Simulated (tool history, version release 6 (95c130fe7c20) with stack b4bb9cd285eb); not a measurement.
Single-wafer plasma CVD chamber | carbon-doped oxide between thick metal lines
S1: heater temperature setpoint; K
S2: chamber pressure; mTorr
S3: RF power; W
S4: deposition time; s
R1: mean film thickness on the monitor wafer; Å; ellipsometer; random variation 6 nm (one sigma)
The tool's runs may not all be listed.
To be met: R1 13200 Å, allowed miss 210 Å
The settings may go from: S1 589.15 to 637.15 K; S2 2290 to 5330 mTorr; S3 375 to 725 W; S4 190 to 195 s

run,hour,S1,S2,S3,S4,R1
1,0.0,613.15,3810,550,190,11205
2,7.6,610.15,4100,570,190,11809
3,13.9,610.15,4100,570,190,11734
4,16.5,607.15,4370,580,190,12131
5,24.8,604.15,4560,585,190,12476
6,30.4,601.15,4650,585,190,12610
7,34.5,599.15,4740,585,190,12799
8,42.5,597.15,4780,585,190,12759
9,51.4,596.15,4880,585,190,12925
10,53.2,595.15,4920,585,190,12986

4 next moves are on the table. One of them brings every result within its allowed miss. Which?
A,55.0,596.15,5170,570,190,?
B,55.0,594.15,4980,555,195,?
C,55.0,601.15,4950,570,195,?
D,55.0,590.15,4940,565,195,?

move,R1
A,12762
B,12804
C,12792
D,13186
A: further off than the last run
B: further off than the last run
C: further off than the last run
D: meets every target
Answer: D
